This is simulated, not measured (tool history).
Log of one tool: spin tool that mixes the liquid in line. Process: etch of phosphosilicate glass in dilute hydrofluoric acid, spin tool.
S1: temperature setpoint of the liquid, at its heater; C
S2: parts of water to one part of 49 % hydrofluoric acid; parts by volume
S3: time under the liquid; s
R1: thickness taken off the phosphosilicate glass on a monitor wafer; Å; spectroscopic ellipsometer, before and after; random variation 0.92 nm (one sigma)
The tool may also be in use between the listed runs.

| run | hour | S1 | S2 | S3 | R1 |
|---|---|---|---|---|---|
| 1 | 0 | 22 | 275 | 50 | 264.84 |
| 2 | 7 | 24 | 215 | 50 | 389.2 |
| 3 | 11.9 | 24 | 120 | 50 | 773.53 |
| 4 | 12.4 | 25 | 115 | 50 | 850.44 |
| 5 | 19.4 | 25.5 | 115 | 50 | 869.74 |
| 6 | 21.4 | 26 | 115 | 50 | 889.5 |

Run 7 comes next. What will it give?
| 7 | 29.1 | 26.5 | 115 | 50 | ? |

Run 7 gave R1 894.21 Å.
